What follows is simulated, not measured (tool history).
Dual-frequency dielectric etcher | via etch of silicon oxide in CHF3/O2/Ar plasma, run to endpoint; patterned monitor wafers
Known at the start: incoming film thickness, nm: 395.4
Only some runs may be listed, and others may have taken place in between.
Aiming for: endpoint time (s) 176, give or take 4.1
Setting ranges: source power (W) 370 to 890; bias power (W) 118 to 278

{"run": 1, "hour": 0.0, "source power (W)": 630, "bias power (W)": 198, "endpoint time (s)": 196.01}
{"run": 2, "hour": 8.0, "source power (W)": 630, "bias power (W)": 179, "endpoint time (s)": 207.52}
{"run": 3, "hour": 12.0, "source power (W)": 580, "bias power (W)": 179, "endpoint time (s)": 209.95}
{"run": 4, "hour": 12.9, "source power (W)": 580, "bias power (W)": 152, "endpoint time (s)": 227.91}
{"run": 5, "hour": 15.8, "source power (W)": 640, "bias power (W)": 152, "endpoint time (s)": 223.73}
{"run": 6, "hour": 20.9, "source power (W)": 740, "bias power (W)": 152, "endpoint time (s)": 216.64}
{"run": 7, "hour": 24.5, "source power (W)": 770, "bias power (W)": 169, "endpoint time (s)": 202.1}
{"run": 8, "hour": 32.6, "source power (W)": 790, "bias power (W)": 179, "endpoint time (s)": 196.79}
{"run": 9, "hour": 39.3, "source power (W)": 790, "bias power (W)": 179, "endpoint time (s)": 195}
{"run": 10, "hour": 43.3, "source power (W)": 810, "bias power (W)": 186, "endpoint time (s)": 190.64}
{"run": 11, "hour": 48.1, "source power (W)": 820, "bias power (W)": 192, "endpoint time (s)": 186.76}

5 next moves are on the table. One of them brings every result within its allowed miss. Which?
{"run": "A", "hour": 52.9, "source power (W)": 890, "bias power (W)": 205, "endpoint time (s)": "?"}
{"run": "B", "hour": 52.9, "source power (W)": 810, "bias power (W)": 189, "endpoint time (s)": "?"}
{"run": "C", "hour": 52.9, "source power (W)": 820, "bias power (W)": 197, "endpoint time (s)": "?"}
{"run": "D", "hour": 52.9, "source power (W)": 830, "bias power (W)": 190, "endpoint time (s)": "?"}
{"run": "E", "hour": 52.9, "source power (W)": 870, "bias power (W)": 192, "endpoint time (s)": "?"}

move=A endpoint_time_(s)=176.97
move=B endpoint_time_(s)=188.85
move=C endpoint_time_(s)=184.45
move=D endpoint_time_(s)=187.14
move=E endpoint_time_(s)=183.83
A: each result inside its tolerance
B: the biggest miss grows against the last run
C: closer than the last run, but not yet in spec
D: no nearer and no further than the last run
E: closer than the last run, but not yet in spec
Move A is the one to make.

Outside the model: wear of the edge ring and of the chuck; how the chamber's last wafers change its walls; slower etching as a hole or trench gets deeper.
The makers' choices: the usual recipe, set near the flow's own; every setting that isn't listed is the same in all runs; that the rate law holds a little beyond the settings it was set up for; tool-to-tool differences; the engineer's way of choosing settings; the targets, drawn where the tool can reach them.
